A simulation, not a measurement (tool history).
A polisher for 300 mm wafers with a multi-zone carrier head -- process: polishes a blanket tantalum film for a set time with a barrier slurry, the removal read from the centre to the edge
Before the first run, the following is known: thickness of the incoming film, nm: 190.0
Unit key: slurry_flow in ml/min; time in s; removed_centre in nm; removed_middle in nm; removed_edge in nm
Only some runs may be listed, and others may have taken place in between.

run 1 hour=0 | slurry_flow=185 centre_zone=1 middle_zone=1 edge_zone=1 slurry_solids=1 time=33 | removed_centre=68.117 removed_middle=67.449 removed_edge=70.779
run 2 hour=3.6 | slurry_flow=185 centre_zone=1 middle_zone=1 edge_zone=0.98 slurry_solids=0.95 time=33 | removed_centre=69.072 removed_middle=65.349 removed_edge=67.532
run 3 hour=4.4 | slurry_flow=185 centre_zone=1 middle_zone=0.92 edge_zone=0.98 slurry_solids=0.95 time=33 | removed_centre=66.857 removed_middle=62.69 removed_edge=68.412
run 4 hour=6.2 | slurry_flow=185 centre_zone=0.99 middle_zone=0.92 edge_zone=0.97 slurry_solids=0.9 time=33 | removed_centre=66.199 removed_middle=62.446 removed_edge=66.594
run 5 hour=8.5 | slurry_flow=185 centre_zone=1.06 middle_zone=0.92 edge_zone=0.97 slurry_solids=0.9 time=33 | removed_centre=70.409 removed_middle=61.913 removed_edge=65.632
run 6 hour=9.8 | slurry_flow=180 centre_zone=1.05 middle_zone=0.92 edge_zone=0.96 slurry_solids=0.85 time=33 | removed_centre=67.003 removed_middle=61.713 removed_edge=64.579
run 7 hour=15.4 | slurry_flow=180 centre_zone=1.05 middle_zone=0.91 edge_zone=0.95 slurry_solids=0.8 time=33 | removed_centre=66.762 removed_middle=58.723 removed_edge=65.884
run 8 hour=19.5 | slurry_flow=180 centre_zone=1.05 middle_zone=0.93 edge_zone=0.95 slurry_solids=0.8 time=32 | removed_centre=65.875 removed_middle=58.691 removed_edge=63.16
run 9 hour=27.5 | slurry_flow=180 centre_zone=1.04 middle_zone=0.94 edge_zone=0.94 slurry_solids=0.8 time=31 | removed_centre=63.116 removed_middle=57.111 removed_edge=61.026

Forecast run 10:
run 10 hour=33.1 | slurry_flow=180 centre_zone=1.04 middle_zone=0.95 edge_zone=0.93 slurry_solids=0.8 time=31 | removed_centre=? removed_middle=? removed_edge=?

removed_centre: 63.333 nm
removed_middle: 57.48 nm
removed_edge: 60.723 nm

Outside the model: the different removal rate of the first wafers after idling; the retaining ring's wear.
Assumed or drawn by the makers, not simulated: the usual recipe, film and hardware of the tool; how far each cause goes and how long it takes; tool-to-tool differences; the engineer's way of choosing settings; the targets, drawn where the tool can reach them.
